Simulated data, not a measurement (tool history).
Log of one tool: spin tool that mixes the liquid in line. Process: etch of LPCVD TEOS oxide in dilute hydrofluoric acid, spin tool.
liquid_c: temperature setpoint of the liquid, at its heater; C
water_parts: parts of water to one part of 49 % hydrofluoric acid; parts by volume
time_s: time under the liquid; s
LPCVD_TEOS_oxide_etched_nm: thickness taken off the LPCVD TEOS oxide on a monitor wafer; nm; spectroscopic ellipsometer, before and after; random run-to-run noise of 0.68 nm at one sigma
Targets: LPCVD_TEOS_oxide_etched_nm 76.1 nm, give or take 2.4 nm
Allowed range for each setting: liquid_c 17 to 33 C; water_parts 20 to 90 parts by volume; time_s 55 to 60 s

run,hour,liquid_c,water_parts,time_s,LPCVD_TEOS_oxide_etched_nm
1,0,25,50,55,34.911
2,3.1,28,50,55,40.097
3,9.6,29.5,45,55,47.072
4,16.8,29.5,45,60,51.834
5,25.5,30.5,40,60,60.504
6,29.3,33,40,60,65.874
7,36.3,33,30,60,90.287
8,38.3,31.5,30,60,85.228

Which of these 5 next moves meets every target?
A,40.3,32.5,25,55,?
B,40.3,30.5,25,55,?
C,40.3,31,30,55,?
D,40.3,33,35,55,?
E,40.3,29.5,30,55,?

move,LPCVD_TEOS_oxide_etched_nm
A,97.691
B,90.337
C,76.112
D,69.862
E,71.759
A: further off than the last run
B: further off than the last run
C: all results land within tolerance of their targets
D: pushes the last run's worst result past its target
E: pushes the last run's worst result past its target
C meets every target.
